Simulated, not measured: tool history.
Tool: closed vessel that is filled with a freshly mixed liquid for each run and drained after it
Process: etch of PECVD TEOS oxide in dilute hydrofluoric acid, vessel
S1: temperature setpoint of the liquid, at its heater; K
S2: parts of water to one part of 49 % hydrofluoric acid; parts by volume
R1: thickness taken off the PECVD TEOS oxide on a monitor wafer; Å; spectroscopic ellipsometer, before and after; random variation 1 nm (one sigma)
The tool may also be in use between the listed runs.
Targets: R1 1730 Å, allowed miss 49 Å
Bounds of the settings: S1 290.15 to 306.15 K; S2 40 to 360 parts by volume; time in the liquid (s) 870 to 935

{"run": 1, "hour": 0.0, "S1": 298.15, "S2": 200, "time in the liquid (s)": 870, "R1": 864.18}
{"run": 2, "hour": 3.3, "S1": 298.15, "S2": 200, "time in the liquid (s)": 935, "R1": 931.33}
{"run": 3, "hour": 5.2, "S1": 299.15, "S2": 190, "time in the liquid (s)": 935, "R1": 1038.6}
{"run": 4, "hour": 10.6, "S1": 299.15, "S2": 145, "time in the liquid (s)": 935, "R1": 1425.5}
{"run": 5, "hour": 18.3, "S1": 299.15, "S2": 185, "time in the liquid (s)": 935, "R1": 1064}
{"run": 6, "hour": 22.7, "S1": 300.15, "S2": 180, "time in the liquid (s)": 935, "R1": 1133.6}
{"run": 7, "hour": 27.9, "S1": 300.65, "S2": 175, "time in the liquid (s)": 935, "R1": 1199.1}
{"run": 8, "hour": 33.9, "S1": 304.65, "S2": 140, "time in the liquid (s)": 935, "R1": 1822.6}
{"run": 9, "hour": 40.2, "S1": 304.15, "S2": 140, "time in the liquid (s)": 935, "R1": 1786.6}

4 next moves are on the table. One of them brings every result within its allowed miss. Which?
{"run": "A", "hour": 46.5, "S1": 299.65, "S2": 125, "time in the liquid (s)": 870, "R1": "?"}
{"run": "B", "hour": 46.5, "S1": 304.65, "S2": 145, "time in the liquid (s)": 935, "R1": "?"}
{"run": "C", "hour": 46.5, "S1": 306.15, "S2": 145, "time in the liquid (s)": 935, "R1": "?"}
{"run": "D", "hour": 46.5, "S1": 303.15, "S2": 130, "time in the liquid (s)": 900, "R1": "?"}

move=A R1=1625.4
move=B R1=1763
move=C R1=1858.7
move=D R1=1830
A: takes the result that was furthest off past its target
B: meets every target
C: further off than the last run
D: further off than the last run
The right move is B.
